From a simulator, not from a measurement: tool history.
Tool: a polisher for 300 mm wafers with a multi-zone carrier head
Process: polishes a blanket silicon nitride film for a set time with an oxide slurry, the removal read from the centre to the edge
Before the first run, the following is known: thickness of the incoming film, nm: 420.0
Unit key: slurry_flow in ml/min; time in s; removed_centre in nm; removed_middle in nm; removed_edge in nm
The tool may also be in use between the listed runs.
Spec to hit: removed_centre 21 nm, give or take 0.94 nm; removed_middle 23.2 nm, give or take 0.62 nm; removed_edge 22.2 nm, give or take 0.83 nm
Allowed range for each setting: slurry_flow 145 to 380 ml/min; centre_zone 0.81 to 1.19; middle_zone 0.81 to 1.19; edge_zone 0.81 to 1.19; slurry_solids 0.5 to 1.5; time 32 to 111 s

run	day	slurry_flow	centre_zone	middle_zone	edge_zone	slurry_solids	time	removed_centre	removed_middle	removed_edge
1	0	245	1	1	1	1	71	29.429	30.293	30.121
2	0.254	245	1	0.95	1	1	71	31.18	29.34	29.849
3	0.283	240	0.98	0.95	0.98	0.95	71	29.435	28.523	28.822
4	0.433	240	1.05	0.95	0.98	0.95	71	31.294	28.617	28.559
5	0.696	235	1.03	0.95	0.97	0.9	71	29.9	27.798	28.61
6	0.754	285	1.03	0.95	0.97	0.9	71	29.357	28.376	28.593
7	1.004	285	1.03	0.96	0.95	0.85	71	29.351	28.096	27.599
8	1.217	285	1.03	0.96	0.95	0.85	71	29.638	27.736	27.806

Exactly one of the 5 candidate moves below puts every result within its allowed miss. Which one?
A	1.429	290	0.92	0.96	1.19	0.65	64	?	?	?
B	1.429	260	0.82	0.88	1.13	0.6	70	?	?	?
C	1.429	315	1	0.95	0.98	0.9	85	?	?	?
D	1.429	295	0.94	1.04	1.02	0.8	57	?	?	?
E	1.429	325	0.81	1	1.15	0.7	62	?	?	?

move	removed_centre	removed_middle	removed_edge
A	21.102	22.245	24.387
B	19.501	21.524	24.916
C	35.792	34.356	35.168
D	21.258	23.447	22.57
E	18.857	23.377	24.331
A: the furthest-off result lands on target, but another misses its tolerance
B: moves the result that the last run missed by most past its target, out the other side
C: further off than the last run
D: every result lands within tolerance
E: moves the result that the last run missed by most past its target, out the other side
The move that meets every target is D.

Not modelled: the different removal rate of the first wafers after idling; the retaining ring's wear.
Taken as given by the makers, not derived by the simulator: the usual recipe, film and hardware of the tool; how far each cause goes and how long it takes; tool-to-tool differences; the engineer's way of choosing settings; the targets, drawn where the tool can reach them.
